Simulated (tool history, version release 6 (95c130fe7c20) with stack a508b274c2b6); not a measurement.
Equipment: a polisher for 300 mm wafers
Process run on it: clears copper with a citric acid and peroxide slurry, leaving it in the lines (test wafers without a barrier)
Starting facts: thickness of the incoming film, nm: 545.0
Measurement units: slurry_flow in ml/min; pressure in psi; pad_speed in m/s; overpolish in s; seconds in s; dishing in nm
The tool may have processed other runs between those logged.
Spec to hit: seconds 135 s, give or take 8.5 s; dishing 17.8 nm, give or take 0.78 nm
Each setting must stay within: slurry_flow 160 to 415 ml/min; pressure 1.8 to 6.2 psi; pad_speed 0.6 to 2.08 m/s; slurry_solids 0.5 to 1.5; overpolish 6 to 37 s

run,hour,slurry_flow,pressure,pad_speed,slurry_solids,overpolish,seconds,dishing
1,0,265,4,1.34,1,19,140.36,45.224
2,1.3,265,3.6,1.4,1,17,142.95,39.635
3,7.1,245,3.3,1.48,0.9,15,156.36,33.918
4,15.1,240,3,1.6,0.85,13,157.51,29.883
5,22.2,240,3,1.6,1,13,151.68,30.295
6,24.1,240,3,1.6,1.2,13,149.23,32.96
7,25,255,2.8,1.7,1.05,12,149.45,29.484
8,28.7,285,2.6,1.78,0.95,11,157.25,26.232
9,33.7,310,2.6,1.84,0.85,10,155.26,24.608
10,39.2,330,2.6,1.88,0.8,9,152.38,23.021
11,41.4,345,2.6,1.92,0.75,8,154.86,21.014
12,47.3,360,2.7,1.96,0.7,8,146.11,21.149
13,56,370,2.7,1.98,0.65,8,147.12,21.396
14,61.3,295,1.8,2,0.9,6,187.51,13.414
15,66.1,275,2,2.02,0.9,6,170.77,13.889
16,72.5,280,2.1,2.02,0.85,6,171.09,14.258
17,75.6,285,2.3,2.04,0.8,6,153.55,15.466
18,76.4,290,2.4,2.04,0.8,6,148.93,15.828
19,83,295,2.5,2.04,0.8,6,147.54,16.451

Next run, 5 choices. One meets every target within its allowed miss, the rest don't. Which?
A,89.6,215,2.2,2.08,0.85,8,?,?
B,89.6,345,2.2,1.74,0.9,8,?,?
C,89.6,255,2.9,1.66,0.8,7,?,?
D,89.6,280,3.2,1.92,0.7,6,?,?
E,89.6,270,2.6,1.86,0.7,8,?,?

move,seconds,dishing
A,160.29,19.543
B,176.63,17.936
C,157.09,17.753
D,129.92,18.354
E,158.91,19.754
A: pushes the last run's worst result past its target
B: corrects the largest miss of the last run, while another result sits out of spec
C: corrects the largest miss of the last run, while another result sits out of spec
D: in spec on every target
E: pushes the last run's worst result past its target
Go with D: it meets all targets.

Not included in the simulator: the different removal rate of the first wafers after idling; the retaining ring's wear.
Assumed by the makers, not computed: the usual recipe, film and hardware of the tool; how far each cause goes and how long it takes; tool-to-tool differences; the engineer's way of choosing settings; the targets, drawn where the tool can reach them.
